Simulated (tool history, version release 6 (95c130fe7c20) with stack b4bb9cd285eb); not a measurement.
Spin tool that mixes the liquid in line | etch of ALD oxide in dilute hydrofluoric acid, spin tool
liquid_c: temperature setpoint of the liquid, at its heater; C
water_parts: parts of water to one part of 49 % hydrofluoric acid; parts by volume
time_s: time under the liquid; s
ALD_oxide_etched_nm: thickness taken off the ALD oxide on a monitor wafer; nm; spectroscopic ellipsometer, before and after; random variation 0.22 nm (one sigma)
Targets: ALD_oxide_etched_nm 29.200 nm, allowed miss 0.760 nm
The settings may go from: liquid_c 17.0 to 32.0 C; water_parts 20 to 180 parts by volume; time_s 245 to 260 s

run  hour  liquid_c  water_parts  time_s  ALD_oxide_etched_nm
  1   0.0      24.0          100     245               22.490
  2   8.1      25.0          100     245               23.551
  3   8.7      26.0          100     245               24.524
  4  11.6      26.0           75     245               33.698
  5  17.4      26.0           75     260               35.465
  6  22.9      26.0           75     245               33.551
  7  24.7      25.5           75     245               32.709
  8  32.8      25.0           75     245               32.221
  9  39.9      24.5           75     245               31.802
 10  44.3      24.0           75     245               30.845

Which of these 4 next moves meets every target?
  A  48.7      25.5           70     245                    ?
  B  48.7      27.0           80     245                    ?
  C  48.7      24.5           75     245                    ?
  D  48.7      23.5           80     255                    ?

move  ALD_oxide_etched_nm
   A               35.304
   B               32.342
   C               31.448
   D               29.288
A: further off than the last run
B: further off than the last run
C: further off than the last run
D: meets every target
The right move is D.
